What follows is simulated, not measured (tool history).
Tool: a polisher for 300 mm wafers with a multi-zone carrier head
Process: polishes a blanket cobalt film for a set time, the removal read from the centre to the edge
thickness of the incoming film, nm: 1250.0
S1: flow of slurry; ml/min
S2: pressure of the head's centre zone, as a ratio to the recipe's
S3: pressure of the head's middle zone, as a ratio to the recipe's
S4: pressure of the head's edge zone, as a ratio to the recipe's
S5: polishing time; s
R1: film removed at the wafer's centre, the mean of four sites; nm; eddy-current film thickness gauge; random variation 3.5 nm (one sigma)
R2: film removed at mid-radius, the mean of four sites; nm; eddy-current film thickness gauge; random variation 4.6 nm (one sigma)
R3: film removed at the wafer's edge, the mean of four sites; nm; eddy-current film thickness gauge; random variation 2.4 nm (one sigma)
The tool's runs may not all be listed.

{"run": 1, "hour": 0.0, "S1": 140, "S2": 1.0, "S3": 1.0, "S4": 1.0, "S5": 61, "R1": 446.63, "R2": 432.38, "R3": 432.88}
{"run": 2, "hour": 6.9, "S1": 175, "S2": 1.0, "S3": 1.0, "S4": 1.0, "S5": 61, "R1": 467.71, "R2": 450.04, "R3": 442.52}
{"run": 3, "hour": 10.1, "S1": 165, "S2": 0.97, "S3": 0.99, "S4": 0.97, "S5": 60, "R1": 440.63, "R2": 438.24, "R3": 431.85}
{"run": 4, "hour": 13.7, "S1": 190, "S2": 0.97, "S3": 0.99, "S4": 0.97, "S5": 60, "R1": 452.52, "R2": 445.76, "R3": 434.5}
{"run": 5, "hour": 15.1, "S1": 190, "S2": 0.97, "S3": 1.04, "S4": 0.97, "S5": 60, "R1": 452.51, "R2": 464.76, "R3": 433.62}
{"run": 6, "hour": 20.5, "S1": 190, "S2": 0.94, "S3": 1.04, "S4": 0.97, "S5": 60, "R1": 441.33, "R2": 463.02, "R3": 430.85}
{"run": 7, "hour": 23.0, "S1": 180, "S2": 0.92, "S3": 1.03, "S4": 0.95, "S5": 59, "R1": 416.64, "R2": 458.71, "R3": 420.82}
{"run": 8, "hour": 30.8, "S1": 170, "S2": 0.92, "S3": 1.01, "S4": 0.93, "S5": 58, "R1": 406.38, "R2": 428.88, "R3": 410.27}
{"run": 9, "hour": 36.2, "S1": 160, "S2": 0.91, "S3": 1.01, "S4": 0.91, "S5": 57, "R1": 394.6, "R2": 424.57, "R3": 394.21}

Forecast run 10:
{"run": 10, "hour": 38.8, "S1": 150, "S2": 0.9, "S3": 1.0, "S4": 0.9, "S5": 57, "R1": "?", "R2": "?", "R3": "?"}

R1: 376.98 nm
R2: 411.97 nm
R3: 385.23 nm
